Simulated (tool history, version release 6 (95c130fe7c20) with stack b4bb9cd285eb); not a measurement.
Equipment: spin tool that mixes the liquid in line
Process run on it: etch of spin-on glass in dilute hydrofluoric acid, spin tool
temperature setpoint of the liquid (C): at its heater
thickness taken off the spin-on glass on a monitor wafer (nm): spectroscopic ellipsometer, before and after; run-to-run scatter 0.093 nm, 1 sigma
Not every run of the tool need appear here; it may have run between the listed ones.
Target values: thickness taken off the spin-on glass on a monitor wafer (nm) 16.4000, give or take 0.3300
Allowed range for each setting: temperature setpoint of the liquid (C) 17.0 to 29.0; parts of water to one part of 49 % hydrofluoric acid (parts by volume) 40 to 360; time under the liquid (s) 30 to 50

run	hour	temperature setpoint of the liquid (C)	parts of water to one part of 49 % hydrofluoric acid (parts by volume)	time under the liquid (s)	thickness taken off the spin-on glass on a monitor wafer (nm)
1	0.0	21.0	200	50	11.9730
2	8.8	21.0	255	50	8.9034
3	11.4	22.5	245	50	9.9433
4	13.3	22.5	245	30	5.9349
5	20.1	22.5	310	30	4.4051
6	23.6	22.5	360	30	3.6686
7	25.6	22.5	310	30	4.4213
8	28.0	21.5	270	30	5.0686
9	36.5	23.0	245	30	6.0281
10	45.3	22.0	215	30	6.9060
11	48.5	26.0	135	30	13.8190
# hour 55.6: hydrofluoric acid flow meter replaced
12	55.6	26.5	130	30	13.2610
13	56.6	26.5	125	30	13.7360
14	64.9	26.5	125	30	13.8760
15	70.6	26.5	120	30	14.5950
16	79.2	26.5	115	30	15.3020

Next run, 4 choices. One meets every target within its allowed miss, the rest don't. Which?
A	87.8	28.0	130	30	?
B	87.8	26.5	120	30	?
C	87.8	27.0	120	30	?
D	87.8	27.0	110	30	?

move	thickness taken off the spin-on glass on a monitor wafer (nm)
A	13.9490
B	14.4640
C	14.7420
D	16.2900
A: lands further from the targets than the last run did
B: lands further from the targets than the last run did
C: lands further from the targets than the last run did
D: hits every target within its allowed miss
So the answer is move D, the one that meets all the targets.
